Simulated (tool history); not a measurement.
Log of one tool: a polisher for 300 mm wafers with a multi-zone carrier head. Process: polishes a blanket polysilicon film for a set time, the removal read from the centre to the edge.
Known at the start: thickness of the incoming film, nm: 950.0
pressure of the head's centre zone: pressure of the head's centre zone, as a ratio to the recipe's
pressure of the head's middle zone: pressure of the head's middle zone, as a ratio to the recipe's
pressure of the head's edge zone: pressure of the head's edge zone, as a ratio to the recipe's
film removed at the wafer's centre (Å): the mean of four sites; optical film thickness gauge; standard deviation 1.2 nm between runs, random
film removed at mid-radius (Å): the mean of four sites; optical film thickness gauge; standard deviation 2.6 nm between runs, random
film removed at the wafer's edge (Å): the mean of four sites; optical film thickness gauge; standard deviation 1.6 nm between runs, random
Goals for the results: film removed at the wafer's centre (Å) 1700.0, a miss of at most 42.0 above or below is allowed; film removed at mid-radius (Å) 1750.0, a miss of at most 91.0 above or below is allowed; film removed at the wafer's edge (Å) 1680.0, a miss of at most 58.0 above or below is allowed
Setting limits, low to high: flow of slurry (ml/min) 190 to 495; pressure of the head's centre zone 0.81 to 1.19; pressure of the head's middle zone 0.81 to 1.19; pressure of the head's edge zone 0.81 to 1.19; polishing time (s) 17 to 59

| run | hour | flow of slurry (ml/min) | pressure of the head's centre zone | pressure of the head's middle zone | pressure of the head's edge zone | polishing time (s) | film removed at the wafer's centre (Å) | film removed at mid-radius (Å) | film removed at the wafer's edge (Å) |
|---|---|---|---|---|---|---|---|---|---|
| 1 | 0.0 | 320 | 1.00 | 1.00 | 1.00 | 38 | 3067.1 | 3081.2 | 2998.6 |
| 2 | 1.7 | 320 | 0.99 | 0.99 | 0.98 | 35 | 2839.3 | 2939.7 | 2672.9 |
| 3 | 2.5 | 375 | 0.99 | 0.99 | 0.98 | 35 | 2887.8 | 2952.7 | 2725.1 |
| 4 | 6.2 | 365 | 0.98 | 0.97 | 0.98 | 33 | 2676.8 | 2689.6 | 2586.9 |
| 5 | 12.4 | 365 | 0.98 | 0.97 | 0.98 | 37 | 3001.3 | 3011.8 | 2902.1 |
| 6 | 13.1 | 365 | 0.98 | 0.97 | 0.98 | 42 | 3409.5 | 3406.3 | 3270.6 |
| 7 | 20.2 | 340 | 0.90 | 0.90 | 0.88 | 32 | 2327.4 | 2507.5 | 2414.5 |
| 8 | 26.3 | 340 | 0.90 | 0.90 | 0.87 | 30 | 2196.5 | 2315.1 | 2183.2 |
| 9 | 30.5 | 340 | 0.90 | 0.89 | 0.86 | 29 | 2175.9 | 2283.7 | 2172.6 |
| 10 | 35.2 | 340 | 0.90 | 0.88 | 0.86 | 28 | 2088.9 | 2070.7 | 2048.8 |
| 11 | 37.8 | 340 | 0.89 | 0.88 | 0.85 | 27 | 1980.0 | 2062.9 | 1964.7 |
| 12 | 41.2 | 340 | 0.89 | 0.88 | 0.85 | 26 | 1901.7 | 1973.9 | 1886.3 |
| 13 | 47.5 | 340 | 0.88 | 0.87 | 0.84 | 24 | 1727.3 | 1793.8 | 1730.4 |
| 14 | 54.2 | 340 | 0.88 | 0.87 | 0.83 | 24 | 1751.6 | 1790.8 | 1775.0 |
| 15 | 54.7 | 325 | 0.90 | 0.91 | 0.81 | 22 | 1607.2 | 1716.2 | 1609.6 |
| 16 | 56.9 | 330 | 0.90 | 0.91 | 0.82 | 22 | 1615.3 | 1729.5 | 1557.7 |
| 17 | 58.8 | 330 | 0.90 | 0.91 | 0.82 | 22 | 1629.2 | 1657.4 | 1552.3 |
| 18 | 60.7 | 335 | 0.90 | 0.91 | 0.83 | 22 | 1603.1 | 1694.4 | 1583.9 |
| 19 | 63.0 | 335 | 0.90 | 0.91 | 0.84 | 22 | 1620.3 | 1696.7 | 1608.4 |

5 next moves are on the table. One of them brings every result within its allowed miss. Which?
| A | 65.3 | 360 | 0.87 | 0.95 | 0.91 | 21 | ? | ? | ? |
| B | 65.3 | 320 | 0.88 | 0.91 | 0.81 | 22 | ? | ? | ? |
| C | 65.3 | 345 | 0.82 | 0.83 | 0.89 | 23 | ? | ? | ? |
| D | 65.3 | 350 | 0.94 | 0.94 | 0.84 | 21 | ? | ? | ? |
| E | 65.3 | 405 | 0.88 | 0.86 | 0.81 | 23 | ? | ? | ? |

| move | film removed at the wafer's centre (Å) | film removed at mid-radius (Å) | film removed at the wafer's edge (Å) |
|---|---|---|---|
| A | 1502.3 | 1691.1 | 1581.9 |
| B | 1572.5 | 1690.7 | 1560.6 |
| C | 1542.2 | 1650.5 | 1712.8 |
| D | 1619.7 | 1671.6 | 1522.9 |
| E | 1681.1 | 1721.8 | 1658.5 |
A: the biggest miss grows against the last run
B: the biggest miss grows against the last run
C: the biggest miss grows against the last run
D: the biggest miss grows against the last run
E: every result lands within tolerance
E meets every target.
